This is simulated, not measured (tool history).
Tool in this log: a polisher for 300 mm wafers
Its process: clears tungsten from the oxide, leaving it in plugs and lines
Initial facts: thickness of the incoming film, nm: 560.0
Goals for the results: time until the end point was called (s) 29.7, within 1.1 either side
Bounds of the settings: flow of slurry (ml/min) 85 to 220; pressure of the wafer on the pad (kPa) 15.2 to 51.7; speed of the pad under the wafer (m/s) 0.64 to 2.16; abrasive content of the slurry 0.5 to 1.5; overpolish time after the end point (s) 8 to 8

run	day	flow of slurry (ml/min)	pressure of the wafer on the pad (kPa)	speed of the pad under the wafer (m/s)	abrasive content of the slurry	overpolish time after the end point (s)	time until the end point was called (s)
1	0	140	33.1	1.4	1	8	60.194
2	0.192	160	33.1	1.4	1	8	57.957
3	0.317	165	37.2	1.42	1	8	51.16
4	0.508	165	37.2	1.42	1.15	8	49.68
5	0.679	165	29	1.42	1.15	8	63.575
6	0.908	170	34.5	1.44	1.15	8	52.198
7	1.096	175	38.6	1.44	1.15	8	46.47
8	1.262	175	41.4	1.46	1.15	8	43.58
9	1.517	180	43.4	1.5	1.15	8	39.643
10	1.85	180	45.5	1.52	1.15	8	37.921

Next run, 5 choices. One meets every target within its allowed miss, the rest don't. Which?
A	2.183	190	50.3	1.5	1.25	8	?
B	2.183	185	51.7	2.04	1.1	8	?
C	2.183	165	51.7	1.72	1.1	8	?
D	2.183	205	51	1.88	1	8	?
E	2.183	165	33.1	1.54	1.15	8	?

move	time until the end point was called (s)
A	34.2
B	25.399
C	30.505
D	28.013
E	52.053
A: moves toward the targets from the last run without getting all of them in spec
B: carries the result that was furthest off beyond its target, to the other side
C: every result within its allowed miss
D: carries the result that was furthest off beyond its target, to the other side
E: lands further from the targets than the last run did
C meets every target.
